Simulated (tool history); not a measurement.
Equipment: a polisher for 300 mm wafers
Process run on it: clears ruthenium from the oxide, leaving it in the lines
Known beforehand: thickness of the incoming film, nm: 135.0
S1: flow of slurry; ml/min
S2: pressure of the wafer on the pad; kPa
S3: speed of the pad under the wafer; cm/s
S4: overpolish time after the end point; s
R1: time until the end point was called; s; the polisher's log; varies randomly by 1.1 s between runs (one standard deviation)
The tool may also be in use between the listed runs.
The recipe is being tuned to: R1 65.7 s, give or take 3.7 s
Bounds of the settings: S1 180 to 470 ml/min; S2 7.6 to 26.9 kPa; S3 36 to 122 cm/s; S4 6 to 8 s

run	day	S1	S2	S3	S4	R1
1	0	300	17.2	78	8	116.24
2	0.188	300	18.6	78	8	113.61
3	0.388	300	21.4	84	8	89.813
4	0.754	300	21.4	72	8	107.52
5	1.033	300	22.8	78	8	94.235
6	1.175	300	24.1	82	8	86.841
7	1.488	300	24.8	86	8	80.931
8	1.842	300	25.5	90	8	75.123
9	1.879	300	26.2	92	8	73.74
10	1.967	300	26.2	96	8	70.818

5 next moves are on the table. One of them brings every result within its allowed miss. Which?
A	2.054	285	24.8	86	7	?
B	2.054	295	26.9	80	8	?
C	2.054	260	25.5	92	8	?
D	2.054	310	26.9	98	8	?
E	2.054	355	24.8	94	8	?

move	R1
A	82.659
B	83.214
C	76.609
D	67.969
E	74.286
A: lands further from the targets than the last run did
B: lands further from the targets than the last run did
C: lands further from the targets than the last run did
D: all results land within tolerance of their targets
E: lands further from the targets than the last run did
Go with D: it meets all targets.
